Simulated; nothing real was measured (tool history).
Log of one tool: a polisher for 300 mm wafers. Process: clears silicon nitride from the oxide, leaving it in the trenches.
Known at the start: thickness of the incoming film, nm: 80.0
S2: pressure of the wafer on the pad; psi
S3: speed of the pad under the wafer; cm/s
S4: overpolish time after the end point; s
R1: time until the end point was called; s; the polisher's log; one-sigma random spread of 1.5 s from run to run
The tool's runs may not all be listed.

{"run": 1, "hour": 0.0, "flow of slurry (ml/min)": 125, "S2": 1.7, "S3": 104, "S4": 34, "R1": 171.49}
{"run": 2, "hour": 5.6, "flow of slurry (ml/min)": 125, "S2": 1.7, "S3": 86, "S4": 34, "R1": 202.43}
{"run": 3, "hour": 8.4, "flow of slurry (ml/min)": 130, "S2": 1.9, "S3": 86, "S4": 34, "R1": 184.63}
{"run": 4, "hour": 12.2, "flow of slurry (ml/min)": 130, "S2": 1.6, "S3": 86, "S4": 34, "R1": 222.13}
{"run": 5, "hour": 13.2, "flow of slurry (ml/min)": 100, "S2": 1.6, "S3": 86, "S4": 34, "R1": 222.75}
{"run": 6, "hour": 16.1, "flow of slurry (ml/min)": 100, "S2": 1.8, "S3": 88, "S4": 34, "R1": 195.96}
{"run": 7, "hour": 19.2, "flow of slurry (ml/min)": 100, "S2": 2, "S3": 90, "S4": 34, "R1": 176.6}
{"run": 8, "hour": 24.9, "flow of slurry (ml/min)": 100, "S2": 2.2, "S3": 92, "S4": 34, "R1": 156.61}
{"run": 9, "hour": 31.0, "flow of slurry (ml/min)": 100, "S2": 2.3, "S3": 94, "S4": 34, "R1": 143.97}

For run 10, what comes out?
{"run": 10, "hour": 35.5, "flow of slurry (ml/min)": 100, "S2": 2.4, "S3": 94, "S4": 34, "R1": "?"}

Logged for run 10: R1 136.73 s.
